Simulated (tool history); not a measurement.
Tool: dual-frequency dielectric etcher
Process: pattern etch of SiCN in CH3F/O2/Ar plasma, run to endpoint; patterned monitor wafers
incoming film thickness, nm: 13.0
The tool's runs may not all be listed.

| run | hour | source power (kW) | bias power (kW) | endpoint time (s) |
|---|---|---|---|---|
| 1 | 0 | 0.34 | 0.093 | 35.634 |
| 2 | 2.8 | 0.38 | 0.093 | 33.679 |
| 3 | 10.2 | 0.4 | 0.093 | 33.146 |
| 4 | 14.2 | 0.4 | 0.084 | 35.101 |
| 5 | 18 | 0.41 | 0.089 | 33.904 |
| 6 | 25.9 | 0.41 | 0.097 | 31.906 |
| 7 | 33.4 | 0.42 | 0.099 | 31.3 |

Run 8 comes next. What will it give?
| 8 | 40.3 | 0.43 | 0.1 | ? |

Run 8 gave endpoint time (s) 30.819.
